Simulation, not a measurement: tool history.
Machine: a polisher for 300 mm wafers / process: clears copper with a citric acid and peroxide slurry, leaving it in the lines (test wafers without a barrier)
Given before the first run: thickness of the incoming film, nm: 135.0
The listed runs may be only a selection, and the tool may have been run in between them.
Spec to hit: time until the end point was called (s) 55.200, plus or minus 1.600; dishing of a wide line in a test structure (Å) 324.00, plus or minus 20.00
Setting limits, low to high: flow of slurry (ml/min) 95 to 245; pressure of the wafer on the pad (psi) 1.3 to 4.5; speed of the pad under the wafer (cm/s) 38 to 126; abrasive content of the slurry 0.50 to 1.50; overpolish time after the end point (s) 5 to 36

run	hour	flow of slurry (ml/min)	pressure of the wafer on the pad (psi)	speed of the pad under the wafer (cm/s)	abrasive content of the slurry	overpolish time after the end point (s)	time until the end point was called (s)	dishing of a wide line in a test structure (Å)
1	0.0	155	2.9	82	1.00	18	88.052	179.77
2	5.5	160	3.0	82	1.00	18	85.281	185.20
3	9.4	160	3.1	82	1.00	18	83.067	197.13
4	16.9	160	3.1	82	0.90	18	86.729	184.54
5	19.9	160	3.1	82	0.80	18	88.403	184.82
6	27.4	160	3.1	82	0.80	15	88.604	157.77
7	31.9	160	3.3	82	0.80	16	84.172	173.65
8	35.7	160	3.4	82	0.80	16	80.814	179.64
9	44.6	160	3.5	82	0.80	17	79.118	188.82
10	48.9	160	3.6	82	0.80	18	77.149	209.55
11	50.7	165	3.7	82	0.80	18	75.268	210.65
12	51.4	170	4.5	88	0.80	22	59.016	315.92

Pick the move, out of 5, that brings all results within their allowed miss; only one does.
A	52.1	160	4.1	102	1.05	22	?	?
B	52.1	195	4.4	92	0.85	21	?	?
C	52.1	185	4.1	88	0.65	22	?	?
D	52.1	145	4.5	88	0.70	20	?	?
E	52.1	175	3.8	92	0.75	25	?	?

move	time until the end point was called (s)	dishing of a wide line in a test structure (Å)
A	52.884	353.65
B	55.946	324.98
C	66.461	290.81
D	62.859	281.69
E	66.376	324.20
A: moves the result that the last run missed by most past its target, out the other side
B: every result within its allowed miss
C: moves away from the targets compared with the last run
D: moves away from the targets compared with the last run
E: moves away from the targets compared with the last run
Move B is the one to make.

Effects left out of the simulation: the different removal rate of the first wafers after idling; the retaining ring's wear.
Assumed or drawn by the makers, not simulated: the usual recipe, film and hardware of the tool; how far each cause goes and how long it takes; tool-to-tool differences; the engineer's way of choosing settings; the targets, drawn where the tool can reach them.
